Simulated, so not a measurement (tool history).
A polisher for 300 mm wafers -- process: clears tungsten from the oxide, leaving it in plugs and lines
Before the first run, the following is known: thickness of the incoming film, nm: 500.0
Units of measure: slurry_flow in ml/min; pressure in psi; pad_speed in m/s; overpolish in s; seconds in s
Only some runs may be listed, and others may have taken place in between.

Run 1, hour 0.0: slurry_flow 290 ml/min, pressure 3.0 psi, pad_speed 1.24 m/s, slurry_solids 1.00, overpolish 3 s. Result: seconds 101.300 s.
Run 2, hour 3.9: slurry_flow 290 ml/min, pressure 3.3 psi, pad_speed 1.24 m/s, slurry_solids 1.00, overpolish 3 s. Result: seconds 99.925 s.
Run 3, hour 6.0: slurry_flow 290 ml/min, pressure 3.3 psi, pad_speed 1.24 m/s, slurry_solids 0.85, overpolish 3 s. Result: seconds 97.003 s.
Run 4, hour 7.7: slurry_flow 290 ml/min, pressure 3.6 psi, pad_speed 1.24 m/s, slurry_solids 0.85, overpolish 3 s. Result: seconds 92.234 s.
At hour 13.4: head pressure recalibrated.
Run 5, hour 13.4: slurry_flow 290 ml/min, pressure 3.6 psi, pad_speed 1.08 m/s, slurry_solids 0.85, overpolish 3 s. Result: seconds 112.460 s.
Run 6, hour 17.4: slurry_flow 290 ml/min, pressure 4.1 psi, pad_speed 1.08 m/s, slurry_solids 0.85, overpolish 3 s. Result: seconds 99.472 s.

The next listed run, before its measurement:
Run 7, hour 21.3: slurry_flow 290 ml/min, pressure 3.8 psi, pad_speed 1.06 m/s, slurry_solids 0.85, overpolish 3 s. Result: seconds ?.

{"run 7": {"seconds": 108.45}}
